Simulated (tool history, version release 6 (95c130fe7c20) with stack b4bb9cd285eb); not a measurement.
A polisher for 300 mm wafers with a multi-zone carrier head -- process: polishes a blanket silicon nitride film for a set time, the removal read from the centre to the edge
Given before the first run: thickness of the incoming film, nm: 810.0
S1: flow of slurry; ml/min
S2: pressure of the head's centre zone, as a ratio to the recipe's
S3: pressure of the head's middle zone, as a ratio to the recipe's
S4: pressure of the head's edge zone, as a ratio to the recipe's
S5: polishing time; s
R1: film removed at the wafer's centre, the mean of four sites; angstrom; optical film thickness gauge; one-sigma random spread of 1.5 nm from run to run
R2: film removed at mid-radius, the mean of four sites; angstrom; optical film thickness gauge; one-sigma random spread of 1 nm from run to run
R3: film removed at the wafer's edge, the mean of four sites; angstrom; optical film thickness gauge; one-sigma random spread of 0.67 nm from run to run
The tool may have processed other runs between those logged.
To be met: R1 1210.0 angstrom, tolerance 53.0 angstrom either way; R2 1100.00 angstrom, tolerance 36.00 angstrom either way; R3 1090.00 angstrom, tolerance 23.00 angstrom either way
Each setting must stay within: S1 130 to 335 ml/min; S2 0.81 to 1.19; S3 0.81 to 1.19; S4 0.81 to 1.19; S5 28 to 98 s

run  hour   S1    S2    S3    S4  S5      R1       R2       R3
  1   0.0  215  1.00  1.00  1.00  63  1493.8  1452.30  1496.90
  2   3.8  210  1.01  0.98  0.95  58  1355.6  1348.30  1323.00
  3  10.4  200  1.03  0.93  0.92  56  1357.7  1222.70  1267.60
  4  11.0  190  1.03  0.92  0.89  54  1303.8  1156.60  1199.00
  5  11.5  180  1.02  0.92  0.86  53  1220.0  1149.50  1152.20
  6  18.1  180  1.02  0.92  0.86  44  1029.6   931.52   960.78
  7  20.7  180  1.02  0.92  0.86  44  1037.1   927.80   963.88
  8  28.4  210  1.03  0.95  0.89  45  1120.2  1007.60  1013.60
  9  29.1  230  1.03  0.96  0.91  45  1104.4  1030.30  1029.10
 10  34.4  245  1.04  0.97  0.93  45  1137.3  1043.30  1045.10
 11  36.8  255  1.05  0.98  0.94  45  1113.9  1067.80  1043.60
 12  42.2  260  1.07  0.98  0.95  45  1134.2  1051.00  1063.10
 13  48.0  270  1.09  0.99  0.95  45  1187.5  1076.70  1065.00
 14  56.9  270  1.09  0.99  0.95  45  1180.3  1057.60  1056.40
 15  64.4  275  1.09  1.00  0.96  45  1197.3  1089.30  1066.10
 16  71.6  275  1.09  1.00  0.97  45  1191.2  1074.10  1066.40

Exercise: of the 4 proposed moves below, exactly one satisfies all targets within the stated allowed misses. Which move is it?
  A  78.8  335  1.17  0.99  0.87  45   ?   ?   ?
  B  78.8  335  1.19  1.02  1.02  45   ?   ?   ?
  C  78.8  225  1.05  0.95  0.86  49   ?   ?   ?
  D  78.8  240  1.13  0.96  0.89  48   ?   ?   ?

move      R1       R2       R3
   A  1314.4  1076.90  1036.90
   B  1336.9  1104.10  1099.30
   C  1232.3  1090.50  1092.60
   D  1308.1  1084.80  1089.00
A: lands further from the targets than the last run did
B: puts the biggest miss on target and leaves a different result outside tolerance
C: each result inside its tolerance
D: puts the biggest miss on target and leaves a different result outside tolerance
C meets every target.
